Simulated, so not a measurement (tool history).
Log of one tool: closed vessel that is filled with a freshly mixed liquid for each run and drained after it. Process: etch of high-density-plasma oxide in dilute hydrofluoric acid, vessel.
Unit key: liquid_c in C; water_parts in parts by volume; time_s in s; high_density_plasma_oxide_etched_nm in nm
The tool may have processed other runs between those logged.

run    day  liquid_c  water_parts  time_s  high_density_plasma_oxide_etched_nm
  1  0.000      22.0          110    1075                               48.411
  2  0.112      23.0          110    1075                               49.129
  3  0.408      23.0          110    1150                               52.845
  4  0.525      21.5          110    1150                               49.705
  5  0.888      20.0          110    1150                               47.133
  6  1.171      21.0          110    1150                               49.093
  7  1.271      22.0          110    1150                               50.744
  8  1.396      22.5          110    1150                               51.976
  9  1.442      23.0          110    1150                               52.973
 10  1.596      23.5          110    1150                               54.114
 11  1.912      24.0          110    1150                               55.587
 12  2.058      24.5          110    1150                               56.074
 13  2.142      25.0          110    1150                               57.460

Run 14, settings as shown, results not yet in. Your forecast:
 14  2.242      25.5          110    1150                                    ?

{"run 14": {"high_density_plasma_oxide_etched_nm": 58.259}}

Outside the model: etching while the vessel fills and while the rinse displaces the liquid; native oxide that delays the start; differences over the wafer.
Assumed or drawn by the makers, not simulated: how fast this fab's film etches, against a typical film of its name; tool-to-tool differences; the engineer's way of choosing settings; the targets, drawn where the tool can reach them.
